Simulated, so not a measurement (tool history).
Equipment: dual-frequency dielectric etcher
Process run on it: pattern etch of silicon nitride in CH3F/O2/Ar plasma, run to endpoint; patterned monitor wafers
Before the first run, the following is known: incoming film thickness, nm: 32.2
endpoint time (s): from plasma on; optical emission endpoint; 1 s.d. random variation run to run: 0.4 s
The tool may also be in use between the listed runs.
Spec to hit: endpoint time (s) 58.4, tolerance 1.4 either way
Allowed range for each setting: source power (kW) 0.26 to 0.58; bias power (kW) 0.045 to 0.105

run	day	source power (kW)	bias power (kW)	endpoint time (s)
1	0	0.42	0.075	50.541
2	0.129	0.42	0.083	47.518
3	0.5	0.38	0.079	51.282
4	0.546	0.45	0.079	48.005
5	0.846	0.41	0.076	50.454
6	0.988	0.38	0.074	53.072
7	1.333	0.3	0.071	61.927
8	1.596	0.3	0.071	62.135
9	1.792	0.31	0.071	60.662
10	2.088	0.32	0.071	60.26

Below are 4 possible settings for the next run. Only one of them brings all results inside the allowed miss of their targets. Which is it?
A	2.383	0.35	0.073	?
B	2.383	0.33	0.083	?
C	2.383	0.31	0.078	?
D	2.383	0.35	0.075	?

move	endpoint time (s)
A	56.069
B	54.517
C	58.23
D	55.351
A: the result that was furthest off in the last run now lies on the other side of its target
B: the result that was furthest off in the last run now lies on the other side of its target
C: every result within its allowed miss
D: the result that was furthest off in the last run now lies on the other side of its target
So the answer is move C, the one that meets all the targets.
